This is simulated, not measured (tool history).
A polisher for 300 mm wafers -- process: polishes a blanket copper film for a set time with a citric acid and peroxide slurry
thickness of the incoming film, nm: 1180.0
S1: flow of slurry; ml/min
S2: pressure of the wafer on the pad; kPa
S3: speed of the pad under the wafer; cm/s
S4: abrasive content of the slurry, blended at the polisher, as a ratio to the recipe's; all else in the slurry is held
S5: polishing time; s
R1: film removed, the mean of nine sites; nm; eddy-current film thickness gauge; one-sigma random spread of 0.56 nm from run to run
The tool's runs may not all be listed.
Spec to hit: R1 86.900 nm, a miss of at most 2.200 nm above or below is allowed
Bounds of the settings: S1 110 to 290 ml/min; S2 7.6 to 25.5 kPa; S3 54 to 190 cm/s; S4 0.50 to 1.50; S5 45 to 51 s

run,hour,S1,S2,S3,S4,S5,R1
1,0.0,185,16.5,122,1.00,51,98.198
2,6.4,180,16.5,122,1.00,51,97.243
3,10.8,205,16.5,122,1.00,51,99.683
4,15.5,205,16.5,122,1.20,51,104.190
5,18.1,200,15.9,122,1.20,51,98.833
6,21.8,200,15.9,122,1.20,51,99.928
7,25.4,195,15.9,122,1.20,51,98.173
8,30.0,195,15.9,122,1.20,51,99.373
9,33.3,190,15.9,122,1.20,51,98.523
10,39.0,185,15.9,122,1.20,51,98.378
11,44.7,180,15.9,122,1.20,51,98.356

Pick the move, out of 5, that brings all results within their allowed miss; only one does.
A,50.4,170,16.5,128,1.20,51,?
B,50.4,185,16.5,132,1.10,50,?
C,50.4,190,14.5,122,1.05,51,?
D,50.4,205,15.9,132,1.25,51,?
E,50.4,190,15.2,116,1.25,51,?

move,R1
A,107.230
B,107.480
C,88.579
D,110.270
E,92.162
A: lands further from the targets than the last run did
B: lands further from the targets than the last run did
C: hits every target within its allowed miss
D: lands further from the targets than the last run did
E: better than the last run, though not everything is in spec
The right move is C.

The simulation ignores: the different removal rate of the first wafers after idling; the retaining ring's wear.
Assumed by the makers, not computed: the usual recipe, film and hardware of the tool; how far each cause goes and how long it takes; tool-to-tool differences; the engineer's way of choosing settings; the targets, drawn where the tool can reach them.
